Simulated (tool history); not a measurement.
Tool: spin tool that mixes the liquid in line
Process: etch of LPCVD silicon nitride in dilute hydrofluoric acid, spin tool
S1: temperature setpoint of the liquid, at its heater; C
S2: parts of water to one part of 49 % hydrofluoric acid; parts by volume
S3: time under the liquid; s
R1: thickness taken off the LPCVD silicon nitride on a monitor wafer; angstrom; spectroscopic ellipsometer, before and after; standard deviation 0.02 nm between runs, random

run  hour    S1  S2  S3      R1
  1     0    23  65  70  4.5171
  2   1.6  21.5  65  70  4.0857
  3   3.2    20  65  70  3.7472
  4   5.5    22  60  70  4.7204
  5  13.1    22  40  70  6.7497
  6  16.4    22  40  70  6.6662

Estimate the outcome of run 7 from the log above:
  7  24.3  23  40  70   ?

R1: 7.3381 angstrom

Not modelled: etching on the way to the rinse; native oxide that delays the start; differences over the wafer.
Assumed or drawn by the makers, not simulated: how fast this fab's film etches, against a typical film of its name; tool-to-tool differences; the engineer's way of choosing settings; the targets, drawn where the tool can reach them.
